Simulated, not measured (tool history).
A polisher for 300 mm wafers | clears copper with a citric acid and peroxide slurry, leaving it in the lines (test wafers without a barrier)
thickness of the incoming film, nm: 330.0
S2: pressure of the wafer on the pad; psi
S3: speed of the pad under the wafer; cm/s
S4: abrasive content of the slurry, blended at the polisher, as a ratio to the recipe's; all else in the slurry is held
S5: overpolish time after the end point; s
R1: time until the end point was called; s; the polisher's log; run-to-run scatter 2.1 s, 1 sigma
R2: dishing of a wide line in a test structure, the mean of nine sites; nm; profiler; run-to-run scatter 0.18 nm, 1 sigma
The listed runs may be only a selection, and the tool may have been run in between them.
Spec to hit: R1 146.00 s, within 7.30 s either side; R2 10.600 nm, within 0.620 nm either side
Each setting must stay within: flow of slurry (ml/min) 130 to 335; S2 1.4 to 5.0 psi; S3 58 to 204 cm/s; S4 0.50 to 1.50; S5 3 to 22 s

{"run": 1, "hour": 0.0, "flow of slurry (ml/min)": 215, "S2": 3.2, "S3": 130, "S4": 1.0, "S5": 11, "R1": 105.63, "R2": 11.517}
{"run": 2, "hour": 3.9, "flow of slurry (ml/min)": 215, "S2": 3.2, "S3": 118, "S4": 1.0, "S5": 11, "R1": 113.84, "R2": 11.527}
{"run": 3, "hour": 11.8, "flow of slurry (ml/min)": 215, "S2": 3.2, "S3": 118, "S4": 1.1, "S5": 11, "R1": 110.83, "R2": 11.335}
{"run": 4, "hour": 20.2, "flow of slurry (ml/min)": 215, "S2": 3.2, "S3": 118, "S4": 1.0, "S5": 11, "R1": 113.35, "R2": 11.214}
{"run": 5, "hour": 23.5, "flow of slurry (ml/min)": 215, "S2": 3.0, "S3": 118, "S4": 1.0, "S5": 11, "R1": 118.84, "R2": 10.983}
{"run": 6, "hour": 30.3, "flow of slurry (ml/min)": 215, "S2": 2.9, "S3": 116, "S4": 1.0, "S5": 11, "R1": 126.32, "R2": 10.828}
{"run": 7, "hour": 31.1, "flow of slurry (ml/min)": 215, "S2": 2.8, "S3": 116, "S4": 1.0, "S5": 11, "R1": 134.49, "R2": 10.62}
{"hour": 36.0, "done": "slurry nozzle cleaned"}
{"run": 8, "hour": 36.0, "flow of slurry (ml/min)": 215, "S2": 2.7, "S3": 116, "S4": 1.0, "S5": 12, "R1": 133.08, "R2": 10.985}
{"run": 9, "hour": 43.5, "flow of slurry (ml/min)": 215, "S2": 2.7, "S3": 116, "S4": 1.0, "S5": 12, "R1": 126.58, "R2": 11.3}
{"run": 10, "hour": 46.5, "flow of slurry (ml/min)": 215, "S2": 2.6, "S3": 116, "S4": 1.0, "S5": 12, "R1": 137.32, "R2": 11.127}
{"run": 11, "hour": 52.1, "flow of slurry (ml/min)": 215, "S2": 2.6, "S3": 116, "S4": 1.0, "S5": 12, "R1": 135.75, "R2": 11.105}

4 next moves are on the table. One of them brings every result within its allowed miss. Which?
{"run": "A", "hour": 57.7, "flow of slurry (ml/min)": 205, "S2": 3.0, "S3": 108, "S4": 1.05, "S5": 10, "R1": "?", "R2": "?"}
{"run": "B", "hour": 57.7, "flow of slurry (ml/min)": 175, "S2": 2.4, "S3": 138, "S4": 1.1, "S5": 20, "R1": "?", "R2": "?"}
{"run": "C", "hour": 57.7, "flow of slurry (ml/min)": 145, "S2": 2.8, "S3": 128, "S4": 1.0, "S5": 10, "R1": "?", "R2": "?"}
{"run": "D", "hour": 57.7, "flow of slurry (ml/min)": 130, "S2": 2.8, "S3": 122, "S4": 0.6, "S5": 12, "R1": "?", "R2": "?"}

move=A R1=129.76 R2=10.471
move=B R1=131.87 R2=12.667
move=C R1=128.31 R2=10.501
move=D R1=150.44 R2=10.608
A: the biggest miss grows against the last run
B: the biggest miss grows against the last run
C: the biggest miss grows against the last run
D: all results in spec
The move that meets every target is D.
